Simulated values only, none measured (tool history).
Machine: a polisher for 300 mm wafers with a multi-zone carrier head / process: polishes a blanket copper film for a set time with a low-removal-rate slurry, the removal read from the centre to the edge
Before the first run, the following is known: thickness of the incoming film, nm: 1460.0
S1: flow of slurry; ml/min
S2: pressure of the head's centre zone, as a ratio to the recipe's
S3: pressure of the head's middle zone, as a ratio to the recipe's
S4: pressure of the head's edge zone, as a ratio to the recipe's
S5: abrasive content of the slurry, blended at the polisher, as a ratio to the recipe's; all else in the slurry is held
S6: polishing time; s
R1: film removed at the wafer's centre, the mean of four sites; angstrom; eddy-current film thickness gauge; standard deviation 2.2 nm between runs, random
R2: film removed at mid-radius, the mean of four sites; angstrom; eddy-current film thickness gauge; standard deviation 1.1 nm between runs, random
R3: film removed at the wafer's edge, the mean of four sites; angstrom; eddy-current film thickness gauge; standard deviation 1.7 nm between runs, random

| run | hour | S1 | S2 | S3 | S4 | S5 | S6 | R1 | R2 | R3 |
|---|---|---|---|---|---|---|---|---|---|---|
| 1 | 0.0 | 175 | 1.00 | 1.00 | 1.00 | 1.00 | 42 | 848.8 | 858.52 | 865.51 |
| 2 | 6.1 | 175 | 1.00 | 1.00 | 1.00 | 1.00 | 51 | 1046.2 | 1046.40 | 1074.90 |
| 3 | 6.9 | 185 | 1.04 | 1.01 | 1.04 | 1.15 | 52 | 1202.4 | 1140.00 | 1169.00 |
| 4 | 8.6 | 185 | 1.04 | 1.01 | 1.12 | 1.15 | 52 | 1168.6 | 1135.20 | 1205.10 |
| 5 | 15.0 | 225 | 1.04 | 1.01 | 1.12 | 1.15 | 52 | 1206.3 | 1168.10 | 1211.80 |
| 6 | 21.3 | 225 | 1.01 | 1.01 | 1.12 | 1.15 | 52 | 1162.1 | 1171.00 | 1241.10 |

The next listed run, before its measurement:
| 7 | 24.0 | 225 | 1.04 | 1.01 | 1.12 | 1.25 | 53 | ? | ? | ? |

R1: 1225.9 angstrom
R2: 1207.90 angstrom
R3: 1262.00 angstrom

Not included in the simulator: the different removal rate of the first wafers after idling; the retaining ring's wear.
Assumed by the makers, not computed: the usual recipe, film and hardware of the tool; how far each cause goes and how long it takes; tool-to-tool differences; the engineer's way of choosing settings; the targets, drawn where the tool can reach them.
